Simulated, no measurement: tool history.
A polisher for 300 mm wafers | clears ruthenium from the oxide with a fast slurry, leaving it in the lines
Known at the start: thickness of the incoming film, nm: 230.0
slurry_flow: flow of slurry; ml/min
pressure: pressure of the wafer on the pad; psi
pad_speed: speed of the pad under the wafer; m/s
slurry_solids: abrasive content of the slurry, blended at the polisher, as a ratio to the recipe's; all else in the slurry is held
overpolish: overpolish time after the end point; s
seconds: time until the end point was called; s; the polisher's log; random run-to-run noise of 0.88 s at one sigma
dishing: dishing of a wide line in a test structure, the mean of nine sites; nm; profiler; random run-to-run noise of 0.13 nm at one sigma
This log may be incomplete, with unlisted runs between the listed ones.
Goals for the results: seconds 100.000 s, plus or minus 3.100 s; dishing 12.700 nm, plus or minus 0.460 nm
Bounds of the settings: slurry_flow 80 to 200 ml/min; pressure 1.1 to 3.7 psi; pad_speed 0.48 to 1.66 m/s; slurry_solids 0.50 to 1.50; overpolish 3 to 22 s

run	hour	slurry_flow	pressure	pad_speed	slurry_solids	overpolish	seconds	dishing
1	0.0	130	2.4	1.06	1.00	11	76.062	22.895
2	4.1	130	2.4	1.06	1.15	11	71.353	24.497
3	7.0	130	2.4	1.06	1.15	14	72.356	29.153
4	13.8	115	2.4	1.06	1.15	14	72.930	27.876
5	15.9	115	2.4	1.06	1.25	14	70.834	28.879
6	23.0	125	2.1	1.06	1.25	11	77.054	22.653
7	29.7	125	1.9	1.06	1.25	9	82.556	18.372
8	36.7	120	1.7	1.06	1.25	8	89.934	15.788
9	40.9	115	1.6	1.06	1.25	8	94.858	15.159

Next run, 4 choices. One meets every target within its allowed miss, the rest don't. Which?
A	45.1	80	1.8	1.12	1.30	9	?	?
B	45.1	115	1.4	1.08	1.30	7	?	?
C	45.1	125	1.3	1.06	1.20	8	?	?
D	45.1	150	1.5	0.98	1.10	8	?	?

move	seconds	dishing
A	89.399	17.227
B	98.952	12.762
C	107.020	13.390
D	105.620	13.544
A: its largest miss is bigger than the last run's
B: hits every target within its allowed miss
C: closes in on the targets versus the last run, not all within tolerance yet
D: closes in on the targets versus the last run, not all within tolerance yet
Go with B: it meets all targets.

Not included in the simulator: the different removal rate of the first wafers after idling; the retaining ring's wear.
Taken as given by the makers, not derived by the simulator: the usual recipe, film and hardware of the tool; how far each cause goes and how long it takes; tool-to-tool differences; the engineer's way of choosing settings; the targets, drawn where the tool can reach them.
